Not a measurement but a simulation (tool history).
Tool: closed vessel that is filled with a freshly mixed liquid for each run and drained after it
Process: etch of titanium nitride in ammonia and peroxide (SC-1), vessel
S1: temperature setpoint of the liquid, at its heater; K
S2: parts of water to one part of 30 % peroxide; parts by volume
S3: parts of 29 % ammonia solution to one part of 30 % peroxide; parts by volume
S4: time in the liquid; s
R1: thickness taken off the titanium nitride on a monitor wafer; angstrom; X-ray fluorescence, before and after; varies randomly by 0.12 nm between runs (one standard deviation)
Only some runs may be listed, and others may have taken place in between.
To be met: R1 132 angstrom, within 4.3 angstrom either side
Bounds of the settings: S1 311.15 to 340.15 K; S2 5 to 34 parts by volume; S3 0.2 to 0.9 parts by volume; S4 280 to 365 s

run,hour,S1,S2,S3,S4,R1
1,0,324.15,19,0.5,365,107.28
2,2.9,329.15,19,0.5,365,151.38
3,5.7,329.15,19,0.5,365,151.42
4,11.3,329.15,19,0.4,365,148.09
5,15.4,329.15,19,0.4,280,113.47
6,17.3,329.65,19,0.4,280,115.08
7,18.6,330.15,19,0.4,280,120.74
8,23.9,330.65,19,0.4,280,126.01

4 candidate next runs follow, results not yet known. Just one meets every target within its allowed miss. Identify it.
A,29.2,332.15,26,0.5,285,?
B,29.2,330.15,20.5,0.6,280,?
C,29.2,330.15,21,0.55,280,?
D,29.2,328.65,17.5,0.3,340,?

move,R1
A,122.23
B,124.36
C,120.74
D,130.99
A: further off than the last run
B: further off than the last run
C: further off than the last run
D: every result lands within tolerance
Go with D: it meets all targets.
